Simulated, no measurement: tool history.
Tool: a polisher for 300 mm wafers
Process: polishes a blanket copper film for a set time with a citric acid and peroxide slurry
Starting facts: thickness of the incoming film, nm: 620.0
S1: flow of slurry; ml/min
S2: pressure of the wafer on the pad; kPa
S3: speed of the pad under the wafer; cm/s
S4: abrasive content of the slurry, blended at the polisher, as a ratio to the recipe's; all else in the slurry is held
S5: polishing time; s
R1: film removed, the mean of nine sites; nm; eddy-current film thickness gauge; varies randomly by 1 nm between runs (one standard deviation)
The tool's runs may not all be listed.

run,hour,S1,S2,S3,S4,S5,R1
1,0,275,15.2,108,1,94,193.4
2,4.9,275,13.8,108,1,94,182.15
3,10.9,275,12.4,108,1,94,163.01
4,19.5,275,11.7,108,1,94,155.16
5,26.3,275,11.7,108,0.8,94,149.7
6,27.4,275,11.7,120,0.8,94,166.96
7,30.9,275,11,120,0.8,94,155.11

For run 8, what comes out?
8,34.3,275,10.3,120,0.8,94,?

{"run 8": {"R1": 144.84}}

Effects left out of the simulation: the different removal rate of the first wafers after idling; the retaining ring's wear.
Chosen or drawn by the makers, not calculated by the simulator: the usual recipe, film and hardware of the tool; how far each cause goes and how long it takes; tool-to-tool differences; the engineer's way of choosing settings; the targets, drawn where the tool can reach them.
